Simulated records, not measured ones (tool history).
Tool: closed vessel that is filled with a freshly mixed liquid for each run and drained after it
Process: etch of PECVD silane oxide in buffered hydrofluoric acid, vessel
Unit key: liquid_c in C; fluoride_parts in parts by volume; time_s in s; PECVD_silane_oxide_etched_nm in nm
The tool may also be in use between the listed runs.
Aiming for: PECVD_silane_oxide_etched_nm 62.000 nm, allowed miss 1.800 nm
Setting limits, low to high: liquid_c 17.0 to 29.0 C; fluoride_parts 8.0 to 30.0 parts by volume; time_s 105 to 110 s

run  hour  liquid_c  fluoride_parts  time_s  PECVD_silane_oxide_etched_nm
  1   0.0      21.0            22.5     105                       100.080
  2   8.4      21.0            27.5     105                        87.699
  3  16.7      21.0            27.5     110                        92.150
  4  21.0      20.0            28.0     110                        86.178
  5  26.1      20.0            28.0     105                        81.121
     33.3  -- hydrofluoric acid flow meter replaced
  6  33.3      19.5            28.5     105                        73.887
  7  41.1      19.5            28.5     105                        74.408
  8  43.8      19.0            28.5     105                        72.771
  9  48.0      18.5            28.5     105                        69.875
 10  54.1      18.0            28.5     105                        68.978
 11  57.6      18.0            29.0     105                        67.529
 12  62.8      18.0            29.0     105                        67.201

Of the 5 settings listed for the next run, only one would bring every result within its allowed miss of target. Which one?
  A  68.0      19.0            29.5     110                             ?
  B  68.0      18.0            24.5     110                             ?
  C  68.0      19.5            30.0     105                             ?
  D  68.0      17.0            30.0     105                             ?
  E  68.0      17.5            29.5     110                             ?

move  PECVD_silane_oxide_etched_nm
   A                        72.720
   B                        78.129
   C                        70.583
   D                        61.208
   E                        66.762
A: misses by more than the last run did
B: misses by more than the last run did
C: misses by more than the last run did
D: meets every target
E: nearer the targets than the last run, but a result is still out of spec
The move that meets every target is D.
